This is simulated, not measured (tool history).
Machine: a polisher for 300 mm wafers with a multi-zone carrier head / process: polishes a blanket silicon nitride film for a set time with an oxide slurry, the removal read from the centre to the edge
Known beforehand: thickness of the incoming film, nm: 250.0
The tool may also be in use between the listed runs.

| run | hour | flow of slurry (ml/min) | pressure of the head's centre zone | pressure of the head's middle zone | pressure of the head's edge zone | abrasive content of the slurry | polishing time (s) | film removed at the wafer's centre (nm) | film removed at mid-radius (nm) | film removed at the wafer's edge (nm) |
|---|---|---|---|---|---|---|---|---|---|---|
| 1 | 0.0 | 310 | 1.00 | 1.00 | 1.00 | 1.00 | 63 | 30.351 | 28.513 | 29.047 |
| 2 | 8.9 | 310 | 0.94 | 1.00 | 1.00 | 1.00 | 63 | 28.473 | 28.868 | 28.997 |
| 3 | 15.8 | 305 | 0.92 | 1.01 | 1.01 | 0.95 | 63 | 26.890 | 28.552 | 29.030 |
| 4 | 22.6 | 305 | 0.90 | 1.01 | 1.00 | 0.90 | 63 | 26.092 | 27.785 | 28.351 |
| 5 | 26.7 | 305 | 0.90 | 0.93 | 1.00 | 0.90 | 63 | 26.108 | 25.769 | 28.441 |
| 6 | 28.7 | 305 | 0.90 | 0.93 | 1.00 | 0.90 | 70 | 29.217 | 28.751 | 31.956 |

Estimate the outcome of run 7 from the log above:
| 7 | 35.6 | 305 | 0.89 | 0.95 | 0.99 | 0.85 | 69 | ? | ? | ? |

film removed at the wafer's centre (nm): 27.814
film removed at mid-radius (nm): 28.167
film removed at the wafer's edge (nm): 29.962
